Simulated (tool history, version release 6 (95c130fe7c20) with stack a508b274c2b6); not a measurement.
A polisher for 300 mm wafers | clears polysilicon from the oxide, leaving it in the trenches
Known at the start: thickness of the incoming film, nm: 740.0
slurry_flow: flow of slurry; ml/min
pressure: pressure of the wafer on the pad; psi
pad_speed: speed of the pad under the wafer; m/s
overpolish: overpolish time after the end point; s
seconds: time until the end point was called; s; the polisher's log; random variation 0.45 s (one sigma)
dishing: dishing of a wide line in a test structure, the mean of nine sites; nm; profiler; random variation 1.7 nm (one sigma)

| run | hour | slurry_flow | pressure | pad_speed | overpolish | seconds | dishing |
|---|---|---|---|---|---|---|---|
| 1 | 0 | 250 | 2.9 | 1.24 | 13 | 40.061 | 73.319 |
| 2 | 5.2 | 250 | 3.1 | 1.24 | 13 | 37.221 | 74.149 |
| 3 | 8.4 | 250 | 3.1 | 0.94 | 13 | 46.527 | 71.786 |
| 4 | 15.7 | 285 | 3.1 | 0.94 | 13 | 46.613 | 70.131 |
| 5 | 23.1 | 285 | 3.1 | 0.94 | 7 | 46.244 | 58.251 |
| 6 | 27.4 | 285 | 3.1 | 0.94 | 12 | 46.624 | 71.924 |
| 7 | 29.7 | 285 | 3.4 | 0.96 | 12 | 42.5 | 72.818 |

Run 8 comes next. What will it give?
| 8 | 30.5 | 285 | 4.2 | 1.04 | 10 | ? | ? |

{"run 8": {"seconds": 35.012, "dishing": 73.67}}

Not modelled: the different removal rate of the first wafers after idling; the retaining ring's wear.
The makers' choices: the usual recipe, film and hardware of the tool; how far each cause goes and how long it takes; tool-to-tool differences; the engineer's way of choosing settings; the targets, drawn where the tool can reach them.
